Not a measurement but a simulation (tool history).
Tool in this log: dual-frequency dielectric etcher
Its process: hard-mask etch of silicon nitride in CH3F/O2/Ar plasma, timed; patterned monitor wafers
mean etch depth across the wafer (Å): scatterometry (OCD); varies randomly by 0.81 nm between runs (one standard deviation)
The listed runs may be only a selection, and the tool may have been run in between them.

| run | hour | source power (kW) | bias power (kW) | etch time (s) | mean etch depth across the wafer (Å) |
|---|---|---|---|---|---|
| 1 | 0 | 0.37 | 0.074 | 317 | 2272.6 |
| 2 | 9.1 | 0.37 | 0.066 | 317 | 2180.3 |
| 3 | 15.7 | 0.31 | 0.066 | 317 | 2034.4 |
| 4 | 23.8 | 0.31 | 0.059 | 317 | 1950.7 |
| 5 | 24.8 | 0.31 | 0.059 | 317 | 1954.6 |
| 6 | 27.8 | 0.25 | 0.059 | 317 | 1805.5 |
| 7 | 33.3 | 0.32 | 0.06 | 317 | 1999.5 |
| 8 | 38.8 | 0.36 | 0.061 | 317 | 2070.5 |

Predict the results of run 9:
| 9 | 40.4 | 0.4 | 0.062 | 317 | ? |

mean etch depth across the wafer (Å): 2200.1

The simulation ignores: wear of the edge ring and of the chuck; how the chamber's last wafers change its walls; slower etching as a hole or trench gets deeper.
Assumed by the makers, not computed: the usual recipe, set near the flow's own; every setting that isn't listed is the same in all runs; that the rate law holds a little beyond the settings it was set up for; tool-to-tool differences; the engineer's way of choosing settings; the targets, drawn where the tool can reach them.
